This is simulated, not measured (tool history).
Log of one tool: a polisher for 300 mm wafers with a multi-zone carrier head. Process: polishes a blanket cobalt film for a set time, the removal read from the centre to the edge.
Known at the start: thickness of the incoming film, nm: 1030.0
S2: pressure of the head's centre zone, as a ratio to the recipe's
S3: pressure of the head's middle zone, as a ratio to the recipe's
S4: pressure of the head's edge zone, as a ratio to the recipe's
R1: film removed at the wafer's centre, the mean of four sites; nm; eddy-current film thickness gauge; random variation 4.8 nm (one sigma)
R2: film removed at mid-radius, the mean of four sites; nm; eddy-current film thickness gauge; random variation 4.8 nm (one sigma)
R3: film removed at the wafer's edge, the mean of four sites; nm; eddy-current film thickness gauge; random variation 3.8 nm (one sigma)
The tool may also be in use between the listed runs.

run 1 hour=0.0 | flow_of_slurry_(ml/min)=300 S2=1.00 S3=1.00 S4=1.00 polishing_time_(s)=56 | R1=327.85 R2=325.93 R3=336.57
run 2 hour=1.5 | flow_of_slurry_(ml/min)=305 S2=1.02 S3=1.01 S4=1.02 polishing_time_(s)=58 | R1=343.90 R2=338.93 R3=360.41
run 3 hour=3.1 | flow_of_slurry_(ml/min)=310 S2=1.04 S3=1.02 S4=1.01 polishing_time_(s)=59 | R1=355.46 R2=356.84 R3=362.98
run 4 hour=8.6 | flow_of_slurry_(ml/min)=310 S2=1.11 S3=1.02 S4=1.01 polishing_time_(s)=59 | R1=379.45 R2=353.11 R3=362.34
run 5 hour=9.8 | flow_of_slurry_(ml/min)=310 S2=1.11 S3=0.97 S4=1.01 polishing_time_(s)=59 | R1=378.14 R2=335.44 R3=358.74
run 6 hour=14.1 | flow_of_slurry_(ml/min)=310 S2=1.04 S3=0.97 S4=1.01 polishing_time_(s)=59 | R1=363.29 R2=341.07 R3=362.42
run 7 hour=21.6 | flow_of_slurry_(ml/min)=320 S2=1.06 S3=0.98 S4=1.01 polishing_time_(s)=60 | R1=376.12 R2=353.76 R3=371.89
run 8 hour=28.0 | flow_of_slurry_(ml/min)=335 S2=1.08 S3=0.98 S4=1.01 polishing_time_(s)=61 | R1=386.57 R2=356.95 R3=374.51
run 9 hour=29.7 | flow_of_slurry_(ml/min)=340 S2=1.09 S3=0.99 S4=1.01 polishing_time_(s)=62 | R1=397.57 R2=365.81 R3=380.19

Run 10 comes next. What will it give?
run 10 hour=35.0 | flow_of_slurry_(ml/min)=340 S2=1.10 S3=1.00 S4=1.01 polishing_time_(s)=63 | R1=? R2=? R3=?

{"run 10": {"R1": 406.32, "R2": 374.46, "R3": 383.3}}
